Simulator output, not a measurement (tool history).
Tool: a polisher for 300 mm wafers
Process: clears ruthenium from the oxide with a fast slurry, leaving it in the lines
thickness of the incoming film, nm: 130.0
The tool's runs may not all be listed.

run  hour  flow of slurry (ml/min)  pressure of the wafer on the pad (psi)  speed of the pad under the wafer (cm/s)  abrasive content of the slurry  overpolish time after the end point (s)  time until the end point was called (s)  dishing of a wide line in a test structure (nm)
  1     0                      260                                       2                                      100                               1                                       27                                     41.8                                            38.01
  2   1.1                      260                                     2.3                                      100                               1                                       27                                   38.432                                           40.373
  3   8.5                      260                                     2.4                                      104                               1                                       27                                   34.431                                            41.24
  4  13.5                      290                                     2.4                                      104                               1                                       27                                   34.793                                            44.78
  5  21.5                      295                                     2.5                                      106                               1                                       26                                   32.966                                           40.745
  6  28.7                      295                                     2.8                                      106                               1                                       26                                    30.98                                             44.4

Run 7 comes next. What will it give?
  7  32.9                      295                                     2.8                                      108                               1                                       26                                        ?                                                ?

time until the end point was called (s): 29.49
dishing of a wide line in a test structure (nm): 43.412

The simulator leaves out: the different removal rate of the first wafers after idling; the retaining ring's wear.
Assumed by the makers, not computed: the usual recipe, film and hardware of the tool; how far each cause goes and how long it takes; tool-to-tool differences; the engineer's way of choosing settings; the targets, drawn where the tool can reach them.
